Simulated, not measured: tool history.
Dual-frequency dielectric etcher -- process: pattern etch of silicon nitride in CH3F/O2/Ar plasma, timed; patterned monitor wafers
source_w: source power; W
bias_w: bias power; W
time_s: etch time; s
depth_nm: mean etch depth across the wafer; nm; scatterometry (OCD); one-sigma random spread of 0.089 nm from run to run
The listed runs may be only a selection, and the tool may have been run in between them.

run	hour	source_w	bias_w	time_s	depth_nm
1	0	370	91	24	18.461
2	3.5	370	91	22	16.977
3	6.9	370	105	22	17.733
4	8.8	370	112	22	17.914
5	10.6	350	110	22	17.772
6	15.8	340	106	22	17.125
7	23.6	330	105	22	17.289

Forecast run 8:
8	32.1	320	102	22	?

depth_nm: 16.746 nm
